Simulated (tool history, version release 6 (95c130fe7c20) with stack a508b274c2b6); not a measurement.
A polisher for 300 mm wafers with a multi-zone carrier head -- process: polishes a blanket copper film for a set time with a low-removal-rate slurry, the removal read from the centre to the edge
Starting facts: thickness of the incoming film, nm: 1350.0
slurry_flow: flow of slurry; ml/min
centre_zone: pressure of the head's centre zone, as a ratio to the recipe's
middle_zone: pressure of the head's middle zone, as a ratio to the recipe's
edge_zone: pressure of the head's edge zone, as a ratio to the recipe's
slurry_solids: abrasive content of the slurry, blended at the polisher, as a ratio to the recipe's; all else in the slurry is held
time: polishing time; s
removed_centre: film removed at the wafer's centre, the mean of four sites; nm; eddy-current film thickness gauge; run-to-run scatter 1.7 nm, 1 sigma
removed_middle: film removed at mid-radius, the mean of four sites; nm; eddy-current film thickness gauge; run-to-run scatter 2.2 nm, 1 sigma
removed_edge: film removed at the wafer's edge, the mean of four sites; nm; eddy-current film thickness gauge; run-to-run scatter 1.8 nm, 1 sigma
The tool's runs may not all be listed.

run	hour	slurry_flow	centre_zone	middle_zone	edge_zone	slurry_solids	time	removed_centre	removed_middle	removed_edge
1	0.0	260	1.00	1.00	1.00	1.00	57	181.16	188.64	187.27
2	6.5	265	1.01	1.01	1.03	1.05	57	185.03	188.28	189.67
3	14.7	225	1.01	1.01	1.03	1.05	57	180.83	187.08	185.53
4	23.2	240	1.01	1.02	1.05	1.10	57	188.01	192.03	190.98
5	31.9	255	1.00	1.03	1.07	1.10	57	183.51	198.64	193.58
6	33.1	255	1.00	1.03	1.07	1.10	51	164.41	176.28	175.35
7	38.1	270	1.00	1.03	1.09	1.15	52	171.09	179.28	177.81
8	42.3	265	0.99	1.02	1.09	1.20	54	176.90	188.15	190.42
9	47.1	270	0.99	1.02	1.10	1.25	54	179.33	190.28	191.75

Estimate the outcome of run 10 from the log above:
10	52.1	275	0.99	1.02	1.11	1.30	54	?	?	?

Run 10 produced removed_centre 180.89 nm, removed_middle 186.93 nm, removed_edge 194.75 nm.
